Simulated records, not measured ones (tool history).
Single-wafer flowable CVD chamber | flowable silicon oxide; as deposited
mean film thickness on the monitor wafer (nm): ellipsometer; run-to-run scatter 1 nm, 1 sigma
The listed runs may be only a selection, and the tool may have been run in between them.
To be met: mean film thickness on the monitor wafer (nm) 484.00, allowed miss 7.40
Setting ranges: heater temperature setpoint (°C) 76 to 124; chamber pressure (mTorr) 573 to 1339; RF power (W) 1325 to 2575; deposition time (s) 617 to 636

run	day	heater temperature setpoint (°C)	chamber pressure (mTorr)	RF power (W)	deposition time (s)	mean film thickness on the monitor wafer (nm)
1	0.000	100	956	1950	617	439.12
2	0.212	100	956	2200	617	446.54
3	0.329	99	956	2200	617	463.48
4	0.521	99	956	2200	617	464.60
5	0.879	91	956	2200	617	627.40
6	1.096	91	1032	2200	617	676.95
7	1.217	91	1032	2200	617	679.21
8	1.475	92	1032	2200	617	653.48
9	1.829	93	1032	2200	617	627.62
10	2.046	94	1032	2200	617	605.93
11	2.317	102	1031	2200	617	446.15
12	2.525	101	1031	2200	617	463.84

Which single option among these 4 for the next run brings every result within its allowed miss of target? Just one does.
A	2.733	105	1095	2320	636	?
B	2.733	101	1027	2270	622	?
C	2.733	97	892	2185	636	?
D	2.733	101	1021	2205	631	?

move	mean film thickness on the monitor wafer (nm)
A	437.17
B	467.45
C	481.66
D	469.53
A: misses by more than the last run did
B: nearer than the last run, and not there yet
C: all results land within tolerance of their targets
D: nearer than the last run, and not there yet
Go with C: it meets all targets.

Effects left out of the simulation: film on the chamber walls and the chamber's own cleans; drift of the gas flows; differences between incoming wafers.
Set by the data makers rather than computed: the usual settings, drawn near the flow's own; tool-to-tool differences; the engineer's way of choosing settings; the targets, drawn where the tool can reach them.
